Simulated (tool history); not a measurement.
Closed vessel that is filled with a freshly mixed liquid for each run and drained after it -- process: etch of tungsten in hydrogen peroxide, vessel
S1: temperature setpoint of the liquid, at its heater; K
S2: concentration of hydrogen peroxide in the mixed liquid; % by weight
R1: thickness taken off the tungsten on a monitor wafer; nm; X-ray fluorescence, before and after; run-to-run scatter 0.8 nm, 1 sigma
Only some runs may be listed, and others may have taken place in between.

Run 1, day 0: S1 331.15 K, S2 23.5 % by weight, time in the liquid (s) 30. Result: R1 117.68 nm.
Run 2, day 0.246: S1 334.65 K, S2 23.5 % by weight, time in the liquid (s) 30. Result: R1 142.43 nm.
Run 3, day 0.529: S1 333.15 K, S2 23.5 % by weight, time in the liquid (s) 30. Result: R1 133.23 nm.
Run 4, day 0.775: S1 332.15 K, S2 23.5 % by weight, time in the liquid (s) 30. Result: R1 123.12 nm.
Run 5, day 1.033: S1 329.15 K, S2 23.5 % by weight, time in the liquid (s) 30. Result: R1 105.7 nm.
Run 6, day 1.388: S1 322.65 K, S2 23.5 % by weight, time in the liquid (s) 30. Result: R1 71.26 nm.
Run 7, day 1.625: S1 323.15 K, S2 23.5 % by weight, time in the liquid (s) 30. Result: R1 73.443 nm.
Run 8, day 1.971: S1 323.65 K, S2 23.5 % by weight, time in the liquid (s) 30. Result: R1 76.339 nm.
Run 9, day 2.283: S1 324.15 K, S2 23.5 % by weight, time in the liquid (s) 30. Result: R1 77.034 nm.

What will run 10 give?
Run 10, day 2.442: S1 324.65 K, S2 23.5 % by weight, time in the liquid (s) 30. Result: R1 ?.

{"run 10": {"R1": 81.336}}
